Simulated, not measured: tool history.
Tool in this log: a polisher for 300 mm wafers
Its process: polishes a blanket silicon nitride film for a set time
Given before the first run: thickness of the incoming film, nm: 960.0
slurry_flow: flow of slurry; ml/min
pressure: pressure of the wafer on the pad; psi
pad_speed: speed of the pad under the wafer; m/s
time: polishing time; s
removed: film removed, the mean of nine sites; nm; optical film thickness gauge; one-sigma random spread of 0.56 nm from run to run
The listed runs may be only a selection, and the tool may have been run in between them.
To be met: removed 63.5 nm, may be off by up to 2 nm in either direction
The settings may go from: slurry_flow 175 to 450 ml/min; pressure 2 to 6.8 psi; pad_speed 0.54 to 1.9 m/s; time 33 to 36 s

{"run": 1, "hour": 0.0, "slurry_flow": 290, "pressure": 4.4, "pad_speed": 1.22, "time": 36, "removed": 76.31}
{"run": 2, "hour": 6.2, "slurry_flow": 290, "pressure": 4.4, "pad_speed": 1.48, "time": 36, "removed": 92.228}
{"run": 3, "hour": 7.6, "slurry_flow": 345, "pressure": 4.4, "pad_speed": 1.48, "time": 36, "removed": 90.944}
{"run": 4, "hour": 10.9, "slurry_flow": 345, "pressure": 3.9, "pad_speed": 1.48, "time": 36, "removed": 81.592}
{"run": 5, "hour": 16.0, "slurry_flow": 345, "pressure": 3.9, "pad_speed": 1.48, "time": 36, "removed": 82.093}
{"run": 6, "hour": 23.1, "slurry_flow": 345, "pressure": 3.9, "pad_speed": 1.72, "time": 36, "removed": 92.196}
{"run": 7, "hour": 29.4, "slurry_flow": 345, "pressure": 3.4, "pad_speed": 1.72, "time": 36, "removed": 80.902}
{"run": 8, "hour": 30.5, "slurry_flow": 345, "pressure": 3.1, "pad_speed": 1.72, "time": 36, "removed": 74.293}
{"run": 9, "hour": 34.4, "slurry_flow": 345, "pressure": 2.9, "pad_speed": 1.72, "time": 36, "removed": 69.461}
{"run": 10, "hour": 37.1, "slurry_flow": 345, "pressure": 2.8, "pad_speed": 1.72, "time": 36, "removed": 66.975}

Next run, 5 choices. One meets every target within its allowed miss, the rest don't. Which?
{"run": "A", "hour": 39.8, "slurry_flow": 375, "pressure": 2.8, "pad_speed": 1.9, "time": 36, "removed": "?"}
{"run": "B", "hour": 39.8, "slurry_flow": 365, "pressure": 2.8, "pad_speed": 1.82, "time": 36, "removed": "?"}
{"run": "C", "hour": 39.8, "slurry_flow": 450, "pressure": 2.8, "pad_speed": 1.9, "time": 35, "removed": "?"}
{"run": "D", "hour": 39.8, "slurry_flow": 355, "pressure": 2.4, "pad_speed": 1.9, "time": 36, "removed": "?"}
{"run": "E", "hour": 39.8, "slurry_flow": 315, "pressure": 3.4, "pad_speed": 1.56, "time": 35, "removed": "?"}

move=A removed=73.002
move=B removed=70.432
move=C removed=71.634
move=D removed=62.874
move=E removed=72.326
A: further off than the last run
B: further off than the last run
C: further off than the last run
D: each result inside its tolerance
E: further off than the last run
Go with D: it meets all targets.
